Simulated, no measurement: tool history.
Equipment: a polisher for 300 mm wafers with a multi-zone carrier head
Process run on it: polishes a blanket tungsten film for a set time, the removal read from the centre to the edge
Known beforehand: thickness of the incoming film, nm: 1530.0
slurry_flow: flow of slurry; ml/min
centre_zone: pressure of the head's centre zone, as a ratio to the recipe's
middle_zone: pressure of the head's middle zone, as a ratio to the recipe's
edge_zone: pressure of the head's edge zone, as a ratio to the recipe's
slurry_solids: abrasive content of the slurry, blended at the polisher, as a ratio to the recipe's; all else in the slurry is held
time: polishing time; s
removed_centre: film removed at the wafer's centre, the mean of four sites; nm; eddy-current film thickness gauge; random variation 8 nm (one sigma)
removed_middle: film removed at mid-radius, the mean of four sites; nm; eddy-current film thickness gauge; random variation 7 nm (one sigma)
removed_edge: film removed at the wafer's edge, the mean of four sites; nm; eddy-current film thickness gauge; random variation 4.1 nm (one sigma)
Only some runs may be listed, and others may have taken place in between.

run  hour  slurry_flow  centre_zone  middle_zone  edge_zone  slurry_solids  time  removed_centre  removed_middle  removed_edge
  1   0.0          210         1.00         1.00       1.00           1.00    87          575.55          567.26        573.33
  2   6.4          225         1.00         0.99       1.06           1.05    87          565.67          564.57        599.26
  3  10.6          225         1.00         0.99       0.98           1.05    87          592.12          555.71        582.29
  4  11.2          225         1.00         0.99       0.98           0.95    87          561.54          540.61        572.73
  5  12.4          245         1.01         0.99       1.02           1.00    88          597.89          572.98        594.50
  6  14.4          245         1.01         0.99       0.98           1.00    88          590.73          562.03        580.47
  7  18.4          245         1.01         0.97       1.03           1.10    88          600.97          576.90        603.64
  8  20.8          245         1.01         0.94       1.07           1.15    89          613.29          572.71        635.01
  9  22.1          250         1.01         0.94       1.09           1.15    89          621.61          571.72        635.04

Estimate the outcome of run 10 from the log above:
 10  24.2          250         1.00         0.94       1.11           1.15    89               ?               ?             ?

{"run 10": {"removed_centre": 619.32, "removed_middle": 574.24, "removed_edge": 641.1}}
